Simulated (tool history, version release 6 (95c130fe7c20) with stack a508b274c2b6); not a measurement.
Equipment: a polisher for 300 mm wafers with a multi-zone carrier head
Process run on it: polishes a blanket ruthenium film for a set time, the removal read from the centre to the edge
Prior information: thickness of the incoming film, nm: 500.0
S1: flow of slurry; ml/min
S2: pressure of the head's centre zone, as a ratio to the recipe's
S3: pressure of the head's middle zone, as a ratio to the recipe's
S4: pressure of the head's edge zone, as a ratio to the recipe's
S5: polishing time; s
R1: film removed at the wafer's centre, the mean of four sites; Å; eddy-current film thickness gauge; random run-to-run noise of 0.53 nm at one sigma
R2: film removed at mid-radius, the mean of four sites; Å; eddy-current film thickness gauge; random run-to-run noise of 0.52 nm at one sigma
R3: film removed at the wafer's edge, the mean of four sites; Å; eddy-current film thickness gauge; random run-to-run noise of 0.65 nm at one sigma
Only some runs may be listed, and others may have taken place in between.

run 1 hour=0 | S1=145 S2=1 S3=1 S4=1 S5=45 | R1=990.45 R2=1036.2 R3=976.23
run 2 hour=6.4 | S1=145 S2=0.97 S3=1 S4=1 S5=45 | R1=954.54 R2=1024.1 R3=979.92
run 3 hour=9.6 | S1=140 S2=0.96 S3=0.97 S4=0.96 S5=39 | R1=845.44 R2=841.46 R3=831.89
run 4 hour=17.1 | S1=140 S2=0.96 S3=0.97 S4=1 S5=39 | R1=828.09 R2=868.21 R3=837.34
run 5 hour=17.6 | S1=140 S2=0.91 S3=0.97 S4=1 S5=39 | R1=788.31 R2=847.8 R3=832.64
run 6 hour=19.6 | S1=135 S2=0.89 S3=0.97 S4=0.96 S5=35 | R1=682.75 R2=771.37 R3=745.5
run 7 hour=26.3 | S1=135 S2=0.9 S3=0.96 S4=0.93 S5=32 | R1=628.69 R2=694.48 R3=648.57
run 8 hour=28.9 | S1=130 S2=0.89 S3=0.93 S4=0.9 S5=31 | R1=616.72 R2=650.41 R3=633.87

The next listed run, before its measurement:
run 9 hour=29.4 | S1=125 S2=0.89 S3=0.92 S4=0.88 S5=30 | R1=? R2=? R3=?

Run 9 yielded R1 598.53 Å, R2 621.71 Å, R3 597.89 Å.

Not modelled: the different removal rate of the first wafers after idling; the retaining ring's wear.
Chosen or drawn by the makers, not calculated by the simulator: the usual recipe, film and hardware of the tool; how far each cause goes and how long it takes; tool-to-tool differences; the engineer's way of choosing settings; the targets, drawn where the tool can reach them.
